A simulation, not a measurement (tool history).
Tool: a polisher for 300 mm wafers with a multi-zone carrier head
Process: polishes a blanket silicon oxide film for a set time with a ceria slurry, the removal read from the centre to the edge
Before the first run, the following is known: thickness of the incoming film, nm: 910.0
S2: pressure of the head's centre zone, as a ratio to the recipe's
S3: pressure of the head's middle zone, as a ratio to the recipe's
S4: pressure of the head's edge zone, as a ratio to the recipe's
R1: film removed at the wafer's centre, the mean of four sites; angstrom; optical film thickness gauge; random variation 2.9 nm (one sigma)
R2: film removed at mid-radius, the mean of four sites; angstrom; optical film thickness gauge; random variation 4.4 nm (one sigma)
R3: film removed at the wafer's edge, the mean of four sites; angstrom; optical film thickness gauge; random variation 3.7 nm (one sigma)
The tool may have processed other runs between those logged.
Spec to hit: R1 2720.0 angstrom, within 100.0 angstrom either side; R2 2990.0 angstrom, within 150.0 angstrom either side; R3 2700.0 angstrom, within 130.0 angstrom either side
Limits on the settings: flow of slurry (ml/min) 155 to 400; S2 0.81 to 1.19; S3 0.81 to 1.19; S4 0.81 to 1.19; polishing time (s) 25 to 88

Run 1, hour 0.0: flow of slurry (ml/min) 255, S2 1.00, S3 1.00, S4 1.00, polishing time (s) 56. Result: R1 3459.6 angstrom, R2 3449.3 angstrom, R3 3340.9 angstrom.
Run 2, hour 1.4: flow of slurry (ml/min) 255, S2 0.99, S3 1.00, S4 0.99, polishing time (s) 55. Result: R1 3451.1 angstrom, R2 3383.2 angstrom, R3 3434.3 angstrom.
Run 3, hour 7.5: flow of slurry (ml/min) 255, S2 0.99, S3 1.00, S4 0.99, polishing time (s) 43. Result: R1 2670.7 angstrom, R2 2723.2 angstrom, R3 2586.1 angstrom.
Run 4, hour 15.9: flow of slurry (ml/min) 255, S2 0.99, S3 1.00, S4 1.03, polishing time (s) 43. Result: R1 2671.8 angstrom, R2 2671.9 angstrom, R3 2692.2 angstrom.
Run 5, hour 23.4: flow of slurry (ml/min) 255, S2 0.99, S3 1.00, S4 1.03, polishing time (s) 52. Result: R1 3214.4 angstrom, R2 3259.7 angstrom, R3 3302.7 angstrom.
Run 6, hour 30.7: flow of slurry (ml/min) 285, S2 0.99, S3 1.00, S4 1.03, polishing time (s) 52. Result: R1 3253.9 angstrom, R2 3277.3 angstrom, R3 3211.6 angstrom.
Run 7, hour 33.7: flow of slurry (ml/min) 290, S2 0.98, S3 1.00, S4 1.02, polishing time (s) 51. Result: R1 3188.0 angstrom, R2 3210.6 angstrom, R3 3148.4 angstrom.
Run 8, hour 36.1: flow of slurry (ml/min) 290, S2 0.97, S3 1.00, S4 1.01, polishing time (s) 50. Result: R1 3060.5 angstrom, R2 3159.3 angstrom, R3 3089.7 angstrom.
Run 9, hour 37.3: flow of slurry (ml/min) 290, S2 0.96, S3 1.00, S4 1.00, polishing time (s) 50. Result: R1 3007.5 angstrom, R2 3172.5 angstrom, R3 3192.6 angstrom.
Run 10, hour 41.0: flow of slurry (ml/min) 290, S2 0.96, S3 1.01, S4 0.99, polishing time (s) 49. Result: R1 2981.5 angstrom, R2 3115.3 angstrom, R3 3015.6 angstrom.
Run 11, hour 48.5: flow of slurry (ml/min) 290, S2 0.96, S3 1.01, S4 0.98, polishing time (s) 49. Result: R1 2969.2 angstrom, R2 3019.1 angstrom, R3 3027.2 angstrom.
Run 12, hour 49.3: flow of slurry (ml/min) 290, S2 0.96, S3 1.03, S4 0.98, polishing time (s) 48. Result: R1 2883.7 angstrom, R2 3134.6 angstrom, R3 2846.1 angstrom.
Run 13, hour 57.5: flow of slurry (ml/min) 290, S2 0.96, S3 1.03, S4 0.97, polishing time (s) 48. Result: R1 2893.2 angstrom, R2 3105.1 angstrom, R3 2905.2 angstrom.

Consider the 5 candidate settings below. Which is the only one whose results all fall within their allowed miss of target?
Run A, hour 65.7: flow of slurry (ml/min) 320, S2 0.94, S3 0.84, S4 0.99, polishing time (s) 48. Result: R1 ?, R2 ?, R3 ?.
Run B, hour 65.7: flow of slurry (ml/min) 290, S2 0.96, S3 1.04, S4 0.95, polishing time (s) 49. Result: R1 ?, R2 ?, R3 ?.
Run C, hour 65.7: flow of slurry (ml/min) 265, S2 0.94, S3 1.05, S4 0.92, polishing time (s) 46. Result: R1 ?, R2 ?, R3 ?.
Run D, hour 65.7: flow of slurry (ml/min) 310, S2 1.04, S3 1.16, S4 0.95, polishing time (s) 41. Result: R1 ?, R2 ?, R3 ?.
Run E, hour 65.7: flow of slurry (ml/min) 315, S2 0.81, S3 1.13, S4 1.02, polishing time (s) 47. Result: R1 ?, R2 ?, R3 ?.

move      R1      R2      R3
   A  2970.7  2708.1  2938.6
   B  3060.5  3279.7  2917.2
   C  2805.5  3082.5  2683.1
   D  2741.1  3027.5  2446.4
   E  2605.8  3400.0  2905.4
A: its largest miss is bigger than the last run's
B: its largest miss is bigger than the last run's
C: meets every target
D: puts the biggest miss on target and leaves a different result outside tolerance
E: pushes the last run's worst result past its target
Correct choice: C, which meets every target

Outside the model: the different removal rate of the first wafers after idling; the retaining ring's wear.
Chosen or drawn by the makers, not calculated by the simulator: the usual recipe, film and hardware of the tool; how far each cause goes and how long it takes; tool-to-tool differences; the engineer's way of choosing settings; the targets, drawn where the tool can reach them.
